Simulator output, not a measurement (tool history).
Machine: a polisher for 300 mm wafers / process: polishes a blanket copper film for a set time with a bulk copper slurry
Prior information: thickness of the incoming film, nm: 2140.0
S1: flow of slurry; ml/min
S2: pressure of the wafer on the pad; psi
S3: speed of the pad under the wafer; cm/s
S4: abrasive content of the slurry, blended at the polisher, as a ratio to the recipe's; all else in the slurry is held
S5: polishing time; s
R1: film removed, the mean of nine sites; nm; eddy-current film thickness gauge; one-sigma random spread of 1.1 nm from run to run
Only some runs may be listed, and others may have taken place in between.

run 1 day=0.000 | S1=195 S2=2.8 S3=134 S4=1.0 S5=24 | R1=249.15
run 2 day=0.042 | S1=165 S2=2.8 S3=134 S4=1.0 S5=24 | R1=250.20
run 3 day=0.121 | S1=165 S2=2.8 S3=134 S4=1.0 S5=24 | R1=246.18
run 4 day=0.329 | S1=165 S2=2.3 S3=124 S4=1.0 S5=24 | R1=202.71
run 5 day=0.542 | S1=165 S2=2.0 S3=110 S4=1.0 S5=24 | R1=167.00
run 6 day=0.625 | S1=120 S2=2.0 S3=110 S4=1.0 S5=24 | R1=158.50
run 7 day=0.771 | S1=120 S2=2.0 S3=110 S4=1.0 S5=24 | R1=161.82
run 8 day=0.958 | S1=120 S2=1.8 S3=104 S4=1.0 S5=24 | R1=142.46

Predict the results of run 9:
run 9 day=1.196 | S1=120 S2=1.7 S3=102 S4=1.0 S5=24 | R1=?

{"run 9": {"R1": 134.83}}

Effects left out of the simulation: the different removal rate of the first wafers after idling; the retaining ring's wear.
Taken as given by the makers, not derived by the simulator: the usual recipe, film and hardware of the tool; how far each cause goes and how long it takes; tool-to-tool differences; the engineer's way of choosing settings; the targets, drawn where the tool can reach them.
